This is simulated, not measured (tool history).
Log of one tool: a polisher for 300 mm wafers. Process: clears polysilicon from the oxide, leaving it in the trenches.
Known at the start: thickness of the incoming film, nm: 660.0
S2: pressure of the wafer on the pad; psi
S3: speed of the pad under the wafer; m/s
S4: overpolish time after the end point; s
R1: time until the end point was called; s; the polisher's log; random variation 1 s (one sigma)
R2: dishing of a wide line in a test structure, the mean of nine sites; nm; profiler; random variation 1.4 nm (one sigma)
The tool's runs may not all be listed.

run 1 hour=0 | flow_of_slurry_(ml/min)=140 S2=2.2 S3=1.1 S4=27 | R1=59.58 R2=87.758
run 2 hour=5.6 | flow_of_slurry_(ml/min)=140 S2=2.2 S3=1.24 S4=27 | R1=53.134 R2=89.758
run 3 hour=8 | flow_of_slurry_(ml/min)=140 S2=2.1 S3=1.24 S4=25 | R1=56.103 R2=86.463
run 4 hour=12.4 | flow_of_slurry_(ml/min)=175 S2=2.1 S3=1.24 S4=25 | R1=52.569 R2=88.662
-- hour=18.1 slurry nozzle cleaned
run 5 hour=18.1 | flow_of_slurry_(ml/min)=170 S2=2 S3=1.24 S4=24 | R1=51.9 R2=87.858
run 6 hour=19.6 | flow_of_slurry_(ml/min)=160 S2=1.8 S3=1.24 S4=24 | R1=59.21 R2=87.759
run 7 hour=21.6 | flow_of_slurry_(ml/min)=135 S2=1.5 S3=1.22 S4=11 | R1=73.205 R2=59.643

Run 8 comes next. What will it give?
run 8 hour=25.9 | flow_of_slurry_(ml/min)=145 S2=1.5 S3=1.22 S4=15 | R1=? R2=?

Run 8 gave R1 74.086 s, R2 70.996 nm.

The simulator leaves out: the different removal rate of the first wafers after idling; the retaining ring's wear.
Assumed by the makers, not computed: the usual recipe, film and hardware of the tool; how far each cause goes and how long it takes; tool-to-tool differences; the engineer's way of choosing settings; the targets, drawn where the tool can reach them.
